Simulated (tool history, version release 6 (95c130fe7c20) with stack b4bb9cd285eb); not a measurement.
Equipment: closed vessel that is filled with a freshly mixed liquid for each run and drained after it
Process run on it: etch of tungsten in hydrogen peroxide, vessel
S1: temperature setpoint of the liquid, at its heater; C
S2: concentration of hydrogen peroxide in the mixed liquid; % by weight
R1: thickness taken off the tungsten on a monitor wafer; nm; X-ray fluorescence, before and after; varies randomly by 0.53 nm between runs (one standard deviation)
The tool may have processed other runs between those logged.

run 1 day=0 | S1=56 S2=17 time_in_the_liquid_(s)=30 | R1=53.912
run 2 day=0.238 | S1=62 S2=17 time_in_the_liquid_(s)=30 | R1=76.137
run 3 day=0.392 | S1=58 S2=17 time_in_the_liquid_(s)=30 | R1=60.582
run 4 day=0.438 | S1=59 S2=17 time_in_the_liquid_(s)=30 | R1=64.591
run 5 day=0.775 | S1=59.5 S2=17 time_in_the_liquid_(s)=30 | R1=66.42
run 6 day=0.817 | S1=60 S2=17 time_in_the_liquid_(s)=30 | R1=67.272
run 7 day=1.108 | S1=60.5 S2=17 time_in_the_liquid_(s)=30 | R1=69.496

For run 8, what comes out?
run 8 day=1.325 | S1=61 S2=17 time_in_the_liquid_(s)=30 | R1=?

R1: 72.221 nm
